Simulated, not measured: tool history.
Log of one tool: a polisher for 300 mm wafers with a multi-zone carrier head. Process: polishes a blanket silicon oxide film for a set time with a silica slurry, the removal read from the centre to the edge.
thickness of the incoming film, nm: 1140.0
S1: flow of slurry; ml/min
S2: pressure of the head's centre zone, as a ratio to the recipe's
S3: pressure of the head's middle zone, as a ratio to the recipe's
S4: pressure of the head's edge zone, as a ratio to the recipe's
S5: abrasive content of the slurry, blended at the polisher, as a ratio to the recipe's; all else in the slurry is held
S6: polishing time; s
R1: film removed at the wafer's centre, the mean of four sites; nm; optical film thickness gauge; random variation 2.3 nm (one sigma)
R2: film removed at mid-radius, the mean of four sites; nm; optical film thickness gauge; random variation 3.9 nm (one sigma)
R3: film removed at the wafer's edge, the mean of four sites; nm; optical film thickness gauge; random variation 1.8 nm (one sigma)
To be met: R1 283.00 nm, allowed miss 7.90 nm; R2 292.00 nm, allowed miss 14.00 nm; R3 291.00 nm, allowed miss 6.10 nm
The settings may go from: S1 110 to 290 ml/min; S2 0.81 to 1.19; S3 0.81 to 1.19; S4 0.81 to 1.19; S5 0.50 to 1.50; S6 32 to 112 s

Run 1, hour 0.0: S1 185 ml/min, S2 1.00, S3 1.00, S4 1.00, S5 1.00, S6 72 s. Result: R1 211.32 nm, R2 208.10 nm, R3 213.57 nm.
Run 2, hour 5.7: S1 195 ml/min, S2 1.01, S3 1.02, S4 1.03, S5 1.10, S6 72 s. Result: R1 227.49 nm, R2 217.72 nm, R3 231.06 nm.
Run 3, hour 13.6: S1 205 ml/min, S2 1.01, S3 1.06, S4 1.03, S5 1.15, S6 72 s. Result: R1 229.96 nm, R2 234.07 nm, R3 235.05 nm.
Run 4, hour 19.4: S1 205 ml/min, S2 0.94, S3 1.06, S4 1.03, S5 1.15, S6 72 s. Result: R1 215.10 nm, R2 231.43 nm, R3 233.97 nm.
Run 5, hour 26.5: S1 215 ml/min, S2 0.97, S3 1.08, S4 1.06, S5 1.20, S6 72 s. Result: R1 227.33 nm, R2 246.46 nm, R3 244.84 nm.
Run 6, hour 33.6: S1 225 ml/min, S2 0.99, S3 1.09, S4 1.08, S5 1.25, S6 72 s. Result: R1 236.85 nm, R2 259.11 nm, R3 249.38 nm.
Run 7, hour 35.1: S1 225 ml/min, S2 1.00, S3 1.08, S4 1.09, S5 1.30, S6 72 s. Result: R1 243.75 nm, R2 250.79 nm, R3 255.53 nm.
Run 8, hour 39.0: S1 230 ml/min, S2 1.01, S3 1.09, S4 1.10, S5 1.35, S6 72 s. Result: R1 251.76 nm, R2 259.24 nm, R3 264.65 nm.
Run 9, hour 42.8: S1 235 ml/min, S2 1.02, S3 1.10, S4 1.11, S5 1.40, S6 72 s. Result: R1 259.92 nm, R2 261.18 nm, R3 268.72 nm.
Run 10, hour 48.8: S1 240 ml/min, S2 1.02, S3 1.11, S4 1.12, S5 1.40, S6 72 s. Result: R1 259.59 nm, R2 266.64 nm, R3 271.35 nm.
Run 11, hour 55.8: S1 245 ml/min, S2 1.03, S3 1.12, S4 1.13, S5 1.40, S6 72 s. Result: R1 261.19 nm, R2 275.80 nm, R3 276.10 nm.
Run 12, hour 61.3: S1 250 ml/min, S2 1.04, S3 1.12, S4 1.14, S5 1.40, S6 72 s. Result: R1 268.45 nm, R2 268.17 nm, R3 272.18 nm.
Run 13, hour 66.2: S1 255 ml/min, S2 1.04, S3 1.13, S4 1.14, S5 1.40, S6 72 s. Result: R1 264.88 nm, R2 277.63 nm, R3 273.93 nm.
Run 14, hour 71.0: S1 260 ml/min, S2 1.04, S3 1.13, S4 1.15, S5 1.40, S6 72 s. Result: R1 264.15 nm, R2 280.25 nm, R3 273.87 nm.
Run 15, hour 78.3: S1 260 ml/min, S2 1.05, S3 1.14, S4 1.16, S5 1.45, S6 72 s. Result: R1 276.18 nm, R2 288.28 nm, R3 280.89 nm.
Run 16, hour 79.6: S1 260 ml/min, S2 1.05, S3 1.14, S4 1.17, S5 1.45, S6 72 s. Result: R1 273.60 nm, R2 282.21 nm, R3 283.61 nm.

4 next moves are on the table. One of them brings every result within its allowed miss. Which?
Run A, hour 80.9: S1 290 ml/min, S2 1.08, S3 1.19, S4 1.09, S5 1.40, S6 78 s. Result: R1 ?, R2 ?, R3 ?.
Run B, hour 80.9: S1 270 ml/min, S2 1.06, S3 1.15, S4 1.19, S5 1.45, S6 74 s. Result: R1 ?, R2 ?, R3 ?.
Run C, hour 80.9: S1 280 ml/min, S2 1.14, S3 1.12, S4 1.11, S5 1.30, S6 77 s. Result: R1 ?, R2 ?, R3 ?.
Run D, hour 80.9: S1 290 ml/min, S2 1.08, S3 1.19, S4 0.96, S5 1.35, S6 79 s. Result: R1 ?, R2 ?, R3 ?.

move      R1      R2      R3
   A  301.82  318.24  293.63
   B  282.60  295.10  294.06
   C  303.85  288.10  283.27
   D  301.21  317.66  275.41
A: brings the result that was furthest off to its target, and leaves another outside
B: meets every target
C: further off than the last run
D: further off than the last run
The right move is B.
